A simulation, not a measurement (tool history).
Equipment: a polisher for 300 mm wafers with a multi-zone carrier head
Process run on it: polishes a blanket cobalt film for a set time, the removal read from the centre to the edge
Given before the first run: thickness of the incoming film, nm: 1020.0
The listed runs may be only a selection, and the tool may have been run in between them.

run,hour,flow of slurry (ml/min),pressure of the head's centre zone,pressure of the head's middle zone,pressure of the head's edge zone,polishing time (s),film removed at the wafer's centre (Å),film removed at mid-radius (Å),film removed at the wafer's edge (Å)
1,0,205,1,1,1,76,3302.9,3234.3,3271.6
2,6,200,0.99,0.98,0.96,66,2840.7,2746.7,2776.4
3,14.3,200,0.99,0.98,0.96,84,3610.3,3525.8,3486.7
4,20,190,0.98,0.95,0.92,73,3068.9,2942.9,3001.9
5,24.5,190,0.98,0.95,0.92,86,3606.4,3543,3514.5
6,29.7,215,0.98,0.95,0.92,86,3770.3,3547,3602.7

Run 7, settings as shown, results not yet in. Your forecast:
7,36.9,200,0.98,0.94,0.89,74,?,?,?

For run 7 the tool returned film removed at the wafer's centre (Å) 3139.2, film removed at mid-radius (Å) 3019.4, film removed at the wafer's edge (Å) 3039.2.
